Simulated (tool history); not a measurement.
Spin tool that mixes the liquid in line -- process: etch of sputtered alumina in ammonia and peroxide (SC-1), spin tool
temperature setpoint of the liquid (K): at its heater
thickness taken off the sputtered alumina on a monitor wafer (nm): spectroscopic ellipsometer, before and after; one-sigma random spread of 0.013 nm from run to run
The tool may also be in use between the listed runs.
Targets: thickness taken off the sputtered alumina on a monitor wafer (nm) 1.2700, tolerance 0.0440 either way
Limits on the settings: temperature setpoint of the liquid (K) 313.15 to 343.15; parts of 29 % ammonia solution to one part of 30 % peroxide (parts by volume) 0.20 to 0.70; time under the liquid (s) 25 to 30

run  hour  temperature setpoint of the liquid (K)  parts of 29 % ammonia solution to one part of 30 % peroxide (parts by volume)  time under the liquid (s)  thickness taken off the sputtered alumina on a monitor wafer (nm)
  1   0.0                                  329.15                                                                           0.40                         30                                                             2.2543
  2   1.8                                  324.65                                                                           0.40                         30                                                             1.7517
  3   5.1                                  321.15                                                                           0.40                         30                                                             1.4426
  4  11.6                                  320.65                                                                           0.40                         30                                                             1.3873
  5  20.3                                  316.65                                                                           0.40                         30                                                             1.1126
  6  25.2                                  322.15                                                                           0.40                         30                                                             1.5161
  7  26.1                                  321.65                                                                           0.40                         30                                                             1.4759
  8  35.0                                  321.15                                                                           0.40                         30                                                             1.4465
  9  38.2                                  320.65                                                                           0.40                         30                                                             1.4318
 10  44.9                                  320.15                                                                           0.40                         30                                                             1.3706

5 next moves are on the table. One of them brings every result within its allowed miss. Which?
  A  51.6                                  321.65                                                                           0.20                         25                                                                  ?
  B  51.6                                  320.65                                                                           0.40                         25                                                                  ?
  C  51.6                                  318.15                                                                           0.20                         30                                                                  ?
  D  51.6                                  321.15                                                                           0.65                         25                                                                  ?
  E  51.6                                  321.15                                                                           0.40                         25                                                                  ?

move  thickness taken off the sputtered alumina on a monitor wafer (nm)
   A                                                             1.1648
   B                                                             1.1768
   C                                                             1.1478
   D                                                             1.2673
   E                                                             1.2102
A: moves the result that the last run missed by most past its target, out the other side
B: moves the result that the last run missed by most past its target, out the other side
C: moves the result that the last run missed by most past its target, out the other side
D: each result inside its tolerance
E: moves the result that the last run missed by most past its target, out the other side
D is the move that brings every result within its allowed miss.

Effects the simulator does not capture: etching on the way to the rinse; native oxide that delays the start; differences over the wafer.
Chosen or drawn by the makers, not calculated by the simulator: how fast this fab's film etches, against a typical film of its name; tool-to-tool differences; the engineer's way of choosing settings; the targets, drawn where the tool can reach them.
